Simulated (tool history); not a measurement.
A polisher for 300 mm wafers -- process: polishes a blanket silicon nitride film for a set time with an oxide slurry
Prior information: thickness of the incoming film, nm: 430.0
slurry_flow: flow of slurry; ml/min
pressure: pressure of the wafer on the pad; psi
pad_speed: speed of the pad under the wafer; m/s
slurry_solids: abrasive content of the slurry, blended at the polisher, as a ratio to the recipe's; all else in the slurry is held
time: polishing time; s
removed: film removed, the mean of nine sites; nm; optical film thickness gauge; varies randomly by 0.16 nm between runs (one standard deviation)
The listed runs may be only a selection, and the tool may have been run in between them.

run  hour  slurry_flow  pressure  pad_speed  slurry_solids  time  removed
  1   0.0          260       2.7       1.16            1.0    49   21.359
  2   2.9          285       2.7       1.16            1.0    49   22.263
  3   9.9          330       2.7       1.16            1.0    49   21.842
  4  18.5          330       2.7       1.16            0.8    49   18.595
  5  19.2          330       2.7       1.16            0.8    44   16.617
  6  23.7          330       2.5       1.14            0.8    44   14.989
  7  24.8          330       2.4       1.14            0.8    44   14.815
  8  31.8          330       2.2       1.14            0.8    44   13.678

For run 9, what comes out?
  9  38.5          330       1.8       1.12            0.8    44        ?

{"run 9": {"removed": 10.774}}
